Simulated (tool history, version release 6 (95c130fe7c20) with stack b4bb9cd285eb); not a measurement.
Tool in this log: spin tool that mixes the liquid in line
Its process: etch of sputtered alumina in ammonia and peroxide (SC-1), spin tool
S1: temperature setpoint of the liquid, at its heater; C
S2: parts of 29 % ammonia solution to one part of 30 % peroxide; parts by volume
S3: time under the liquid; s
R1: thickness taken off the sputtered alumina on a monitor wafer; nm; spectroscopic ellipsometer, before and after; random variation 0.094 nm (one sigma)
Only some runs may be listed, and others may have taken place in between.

run    day    S1   S2   S3      R1
  1      0    58  0.6  100  10.406
  2  0.033  54.5  0.6  100  8.5998
  3  0.362  55.5  0.6  100  9.0604
  4  0.604  56.5  0.6  100  9.7435
  5  0.692  56.5  0.6  110  10.571
  6  0.733    57  0.6  110  10.985
  7  0.788  57.5  0.6  110  11.079

What does the tool deliver on the next run?
  8  0.825  58  0.6  110   ?

For run 8 the tool returned R1 11.493 nm.
